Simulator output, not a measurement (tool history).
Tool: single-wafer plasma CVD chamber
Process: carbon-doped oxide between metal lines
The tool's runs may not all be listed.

run,day,heater temperature setpoint (deg C),chamber pressure (Torr),RF power (kW),deposition time (s),mean film thickness on the monitor wafer (angstrom)
1,0,330,4.22,0.4,18,855.29
2,0.142,332,4.1,0.39,18,842.46
3,0.288,332,4.1,0.335,18,769.56
4,0.388,333,4.05,0.33,18,760.27
5,0.758,333,4.05,0.33,18.5,785.99
6,1,334,4,0.325,18.5,773.74
7,1.1,335,3.94,0.32,18.5,762.01

Run 8 comes next. What will it give?
8,1.262,336,3.88,0.32,18.5,?

Run 8 gave mean film thickness on the monitor wafer (angstrom) 761.8.
